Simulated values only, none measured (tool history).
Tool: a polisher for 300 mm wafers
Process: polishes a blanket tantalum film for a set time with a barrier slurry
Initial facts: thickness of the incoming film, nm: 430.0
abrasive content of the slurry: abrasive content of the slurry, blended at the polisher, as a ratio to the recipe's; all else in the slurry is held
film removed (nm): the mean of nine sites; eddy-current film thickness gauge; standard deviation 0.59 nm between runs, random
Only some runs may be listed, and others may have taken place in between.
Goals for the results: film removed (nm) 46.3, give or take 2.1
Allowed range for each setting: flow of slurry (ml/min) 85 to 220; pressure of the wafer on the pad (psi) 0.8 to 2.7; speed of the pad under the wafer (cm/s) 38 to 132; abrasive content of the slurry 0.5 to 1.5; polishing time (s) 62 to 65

run	hour	flow of slurry (ml/min)	pressure of the wafer on the pad (psi)	speed of the pad under the wafer (cm/s)	abrasive content of the slurry	polishing time (s)	film removed (nm)
1	0	140	1.7	84	1	62	67.376
2	4.9	140	1.6	84	1	62	63.332
3	8.6	140	2	84	1	62	75.984
4	10.9	140	1.8	84	1	62	68.079
5	19.6	140	1.7	84	1	62	66.995
6	24.2	170	1.7	84	1	62	69.559
7	25.6	170	1.7	84	1	62	68.775
8	33.2	170	1.6	84	1	62	66.091
9	35.5	170	1.6	84	1	62	67.632
10	43.6	155	1.1	82	1	62	49.522

Which single option among these 5 for the next run brings every result within its allowed miss of target? Just one does.
A	51.7	160	1	90	1.05	65	?
B	51.7	160	1.2	72	1.1	62	?
C	51.7	150	1.4	76	1	62	?
D	51.7	140	1.1	88	1	62	?
E	51.7	195	1.2	82	0.9	65	?

move	film removed (nm)
A	52.775
B	46.429
C	52.319
D	50.354
E	53.362
A: the biggest miss grows against the last run
B: all results land within tolerance of their targets
C: the biggest miss grows against the last run
D: the biggest miss grows against the last run
E: the biggest miss grows against the last run
So the answer is move B, the one that meets all the targets.
